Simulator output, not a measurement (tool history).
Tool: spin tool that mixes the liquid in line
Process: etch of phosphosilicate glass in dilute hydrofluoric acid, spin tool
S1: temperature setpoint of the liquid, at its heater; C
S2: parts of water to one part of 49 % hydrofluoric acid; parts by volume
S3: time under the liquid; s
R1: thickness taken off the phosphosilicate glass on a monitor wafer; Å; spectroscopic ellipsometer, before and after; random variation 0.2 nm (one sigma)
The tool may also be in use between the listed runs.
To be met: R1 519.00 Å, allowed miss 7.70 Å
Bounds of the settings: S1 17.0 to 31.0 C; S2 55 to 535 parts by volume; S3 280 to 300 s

| run | day | S1 | S2 | S3 | R1 |
|---|---|---|---|---|---|
| 1 | 0.000 | 23.0 | 295 | 280 | 620.09 |
| 2 | 0.333 | 20.0 | 295 | 280 | 554.68 |
| 3 | 0.408 | 23.0 | 295 | 280 | 622.06 |
| 4 | 0.671 | 23.0 | 365 | 280 | 470.70 |
| 5 | 0.892 | 23.5 | 365 | 280 | 475.52 |
| 6 | 1.092 | 24.0 | 365 | 280 | 487.85 |
| 7 | 1.229 | 24.5 | 365 | 280 | 491.81 |
| 8 | 1.412 | 25.0 | 365 | 280 | 497.62 |
| 9 | 1.671 | 25.5 | 365 | 280 | 509.41 |

5 next moves are on the table. One of them brings every result within its allowed miss. Which?
| A | 1.929 | 26.5 | 380 | 285 | ? |
| B | 1.929 | 25.0 | 365 | 280 | ? |
| C | 1.929 | 26.0 | 375 | 290 | ? |
| D | 1.929 | 24.5 | 370 | 290 | ? |
| E | 1.929 | 26.5 | 385 | 285 | ? |

| move | R1 |
|---|---|
| A | 508.45 |
| B | 502.35 |
| C | 518.34 |
| D | 502.49 |
| E | 499.46 |
A: further off than the last run
B: further off than the last run
C: meets every target
D: further off than the last run
E: further off than the last run
Move C is the one to make.

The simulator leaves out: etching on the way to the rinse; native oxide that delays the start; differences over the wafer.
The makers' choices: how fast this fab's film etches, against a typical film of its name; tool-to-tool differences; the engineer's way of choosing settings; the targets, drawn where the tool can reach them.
